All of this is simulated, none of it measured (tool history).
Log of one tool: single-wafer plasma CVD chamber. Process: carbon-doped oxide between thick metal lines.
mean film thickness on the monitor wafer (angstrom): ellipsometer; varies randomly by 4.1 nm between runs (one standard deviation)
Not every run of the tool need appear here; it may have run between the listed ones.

| run | hour | heater temperature setpoint (deg C) | chamber pressure (Pa) | RF power (W) | deposition time (s) | mean film thickness on the monitor wafer (angstrom) |
|---|---|---|---|---|---|---|
| 1 | 0.0 | 340 | 893 | 560 | 188 | 10883 |
| 2 | 2.6 | 342 | 879 | 535 | 188 | 10432 |
| 3 | 4.3 | 342 | 879 | 535 | 194 | 10665 |
| 4 | 5.2 | 350 | 879 | 535 | 194 | 10403 |
| 5 | 9.9 | 350 | 879 | 605 | 194 | 11395 |
| 6 | 16.2 | 350 | 879 | 675 | 194 | 12362 |
| 7 | 17.5 | 350 | 879 | 675 | 194 | 12270 |

Estimate the outcome of run 8 from the log above:
| 8 | 19.1 | 351 | 868 | 635 | 193 | ? |

{"run 8": {"mean film thickness on the monitor wafer (angstrom)": 11725}}

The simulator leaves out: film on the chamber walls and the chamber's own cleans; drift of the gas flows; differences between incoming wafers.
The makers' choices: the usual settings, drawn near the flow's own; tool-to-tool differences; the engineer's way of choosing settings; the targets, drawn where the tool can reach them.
